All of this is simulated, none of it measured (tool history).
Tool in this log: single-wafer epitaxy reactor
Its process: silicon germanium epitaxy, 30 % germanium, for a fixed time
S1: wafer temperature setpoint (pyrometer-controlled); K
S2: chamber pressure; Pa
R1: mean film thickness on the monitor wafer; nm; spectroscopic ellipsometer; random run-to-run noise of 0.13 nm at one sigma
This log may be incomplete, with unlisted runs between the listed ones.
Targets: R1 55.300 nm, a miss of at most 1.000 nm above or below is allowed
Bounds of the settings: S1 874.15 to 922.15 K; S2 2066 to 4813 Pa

run,hour,S1,S2,R1
1,0.0,898.15,3440,89.362
2,1.6,890.15,3266,75.597
3,3.9,890.15,3560,78.126
4,11.3,896.15,3560,87.353
5,17.0,896.15,3013,80.862
6,22.1,889.15,3000,70.902
7,28.4,885.15,2986,65.649
8,33.5,882.15,2973,61.905
9,36.3,875.15,2946,53.740
10,44.8,875.15,2946,53.739

Pick the move, out of 5, that brings all results within their allowed miss; only one does.
A,53.3,874.15,3066,?
B,53.3,874.15,2826,?
C,53.3,881.15,2426,?
D,53.3,874.15,3053,?
E,53.3,874.15,3000,?

move,R1
A,53.693
B,51.739
C,55.227
D,53.587
E,53.161
A: no nearer and no further than the last run
B: lands further from the targets than the last run did
C: all results in spec
D: lands further from the targets than the last run did
E: lands further from the targets than the last run did
Go with C: it meets all targets.

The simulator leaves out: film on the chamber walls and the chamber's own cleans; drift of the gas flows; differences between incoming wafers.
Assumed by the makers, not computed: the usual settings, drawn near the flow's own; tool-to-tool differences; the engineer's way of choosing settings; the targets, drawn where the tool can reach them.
